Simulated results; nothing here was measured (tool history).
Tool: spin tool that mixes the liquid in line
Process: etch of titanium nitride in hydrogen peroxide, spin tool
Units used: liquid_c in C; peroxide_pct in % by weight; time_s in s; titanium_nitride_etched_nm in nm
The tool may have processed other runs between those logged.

run	day	liquid_c	peroxide_pct	time_s	titanium_nitride_etched_nm
1	0.000	49.0	16.5	285	17.839
2	0.175	49.0	16.5	305	18.995
3	0.396	49.0	16.5	285	17.751
4	0.683	45.5	16.5	285	13.768
5	0.942	45.5	14.0	285	13.380
6	1.304	45.5	14.0	285	13.317
7	1.467	47.0	14.0	285	14.964
8	1.529	48.5	14.0	285	16.605
9	1.900	49.5	14.0	285	17.824
10	2.038	50.5	14.0	285	19.191
11	2.204	51.5	14.0	285	20.643

Estimate the outcome of run 12 from the log above:
12	2.408	52.5	14.0	285	?

Run 12 yielded titanium_nitride_etched_nm 22.103 nm.
